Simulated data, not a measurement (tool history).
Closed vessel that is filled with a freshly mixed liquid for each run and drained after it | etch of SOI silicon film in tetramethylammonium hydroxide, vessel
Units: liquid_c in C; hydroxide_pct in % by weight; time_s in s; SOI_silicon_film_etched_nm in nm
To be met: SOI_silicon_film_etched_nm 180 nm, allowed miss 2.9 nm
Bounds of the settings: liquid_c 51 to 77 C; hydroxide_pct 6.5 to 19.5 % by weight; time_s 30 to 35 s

| run | hour | liquid_c | hydroxide_pct | time_s | SOI_silicon_film_etched_nm |
|---|---|---|---|---|---|
| 1 | 0 | 64 | 13 | 35 | 158.25 |
| 2 | 5.8 | 68 | 13 | 35 | 201.15 |
| 3 | 12 | 67.5 | 13 | 35 | 196.51 |
| 4 | 13.6 | 67 | 13 | 35 | 188.93 |
|  | 19.5 | hydroxide flow meter replaced |
| 5 | 19.5 | 72 | 13 | 35 | 246.61 |
| 6 | 24 | 70 | 13 | 35 | 219.82 |
| 7 | 28.5 | 68.5 | 13 | 35 | 200.1 |
| 8 | 32.8 | 68 | 13 | 35 | 195.92 |
| 9 | 33.8 | 67.5 | 13 | 35 | 188.82 |

Which of these 4 next moves meets every target?
| A | 34.8 | 66.5 | 11 | 35 | ? |
| B | 34.8 | 72.5 | 17 | 30 | ? |
| C | 34.8 | 69 | 12.5 | 30 | ? |
| D | 34.8 | 69 | 10 | 30 | ? |

| move | SOI_silicon_film_etched_nm |
|---|---|
| A | 190.19 |
| B | 193.21 |
| C | 179.87 |
| D | 195.35 |
A: further off than the last run
B: further off than the last run
C: meets every target
D: further off than the last run
The right move is C.
